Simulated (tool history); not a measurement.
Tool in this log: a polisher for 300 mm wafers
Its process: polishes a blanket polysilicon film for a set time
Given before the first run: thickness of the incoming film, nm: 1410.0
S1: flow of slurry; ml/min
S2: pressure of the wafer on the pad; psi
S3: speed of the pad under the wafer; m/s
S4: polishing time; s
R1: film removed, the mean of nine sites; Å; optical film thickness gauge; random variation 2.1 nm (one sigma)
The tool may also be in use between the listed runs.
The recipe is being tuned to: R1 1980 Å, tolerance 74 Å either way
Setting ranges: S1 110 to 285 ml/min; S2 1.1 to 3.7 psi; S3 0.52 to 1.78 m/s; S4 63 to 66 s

Run 1, hour 0: S1 180 ml/min, S2 2.4 psi, S3 1.14 m/s, S4 63 s. Result: R1 5164.4 Å.
Run 2, hour 6.8: S1 180 ml/min, S2 2.4 psi, S3 0.92 m/s, S4 63 s. Result: R1 4248.8 Å.
Run 3, hour 15.6: S1 180 ml/min, S2 2.4 psi, S3 0.72 m/s, S4 63 s. Result: R1 3568.6 Å.
Run 4, hour 24.2: S1 145 ml/min, S2 2.4 psi, S3 0.72 m/s, S4 63 s. Result: R1 3364.6 Å.
Run 5, hour 24.8: S1 140 ml/min, S2 2.1 psi, S3 0.72 m/s, S4 63 s. Result: R1 2979.9 Å.
Run 6, hour 25.7: S1 135 ml/min, S2 1.8 psi, S3 0.72 m/s, S4 63 s. Result: R1 2808.2 Å.
Run 7, hour 28.5: S1 135 ml/min, S2 1.8 psi, S3 0.72 m/s, S4 63 s. Result: R1 2751 Å.
Run 8, hour 35: S1 130 ml/min, S2 1.6 psi, S3 0.7 m/s, S4 63 s. Result: R1 2545 Å.
Run 9, hour 36.7: S1 125 ml/min, S2 1.5 psi, S3 0.68 m/s, S4 63 s. Result: R1 2346 Å.
Run 10, hour 44.2: S1 125 ml/min, S2 1.4 psi, S3 0.68 m/s, S4 63 s. Result: R1 2262.5 Å.
Run 11, hour 53.1: S1 125 ml/min, S2 1.3 psi, S3 0.68 m/s, S4 63 s. Result: R1 2214.4 Å.

Which of these 5 next moves meets every target?
Run A, hour 62: S1 145 ml/min, S2 1.1 psi, S3 0.64 m/s, S4 63 s. Result: R1 ?.
Run B, hour 62: S1 140 ml/min, S2 1.1 psi, S3 0.56 m/s, S4 63 s. Result: R1 ?.
Run C, hour 62: S1 110 ml/min, S2 1.4 psi, S3 0.82 m/s, S4 63 s. Result: R1 ?.
Run D, hour 62: S1 110 ml/min, S2 1.1 psi, S3 0.84 m/s, S4 63 s. Result: R1 ?.
Run E, hour 62: S1 120 ml/min, S2 1.3 psi, S3 0.52 m/s, S4 63 s. Result: R1 ?.

move      R1
   A  1978.1
   B  1771.6
   C  2538.6
   D  2301.8
   E  1750.7
A: all results land within tolerance of their targets
B: takes the biggest miss from the last run beyond its target
C: its largest miss is bigger than the last run's
D: its largest miss is bigger than the last run's
E: takes the biggest miss from the last run beyond its target
Go with A: it meets all targets.
